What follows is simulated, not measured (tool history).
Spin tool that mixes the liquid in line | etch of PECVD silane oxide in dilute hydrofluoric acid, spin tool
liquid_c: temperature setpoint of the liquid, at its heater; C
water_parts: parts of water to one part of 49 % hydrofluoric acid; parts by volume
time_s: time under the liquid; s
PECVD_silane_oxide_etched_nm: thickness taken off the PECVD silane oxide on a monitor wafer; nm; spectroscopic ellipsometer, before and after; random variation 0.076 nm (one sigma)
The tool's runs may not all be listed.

| run | hour | liquid_c | water_parts | time_s | PECVD_silane_oxide_etched_nm |
|---|---|---|---|---|---|
| 1 | 0 | 25 | 140 | 50 | 9.4172 |
| 2 | 3.9 | 25 | 180 | 50 | 6.8895 |
| 3 | 7.3 | 26 | 170 | 50 | 7.7256 |
| 4 | 9.9 | 27 | 160 | 50 | 8.5641 |
| 5 | 17.5 | 24.5 | 160 | 50 | 7.8568 |
| 6 | 18.5 | 28 | 160 | 50 | 8.9577 |

Run 7 comes next. What will it give?
|  | 21.3 | thermometer replaced |
| 7 | 21.3 | 28.5 | 150 | 50 | ? |

Run 7 gave PECVD_silane_oxide_etched_nm 10.467 nm.
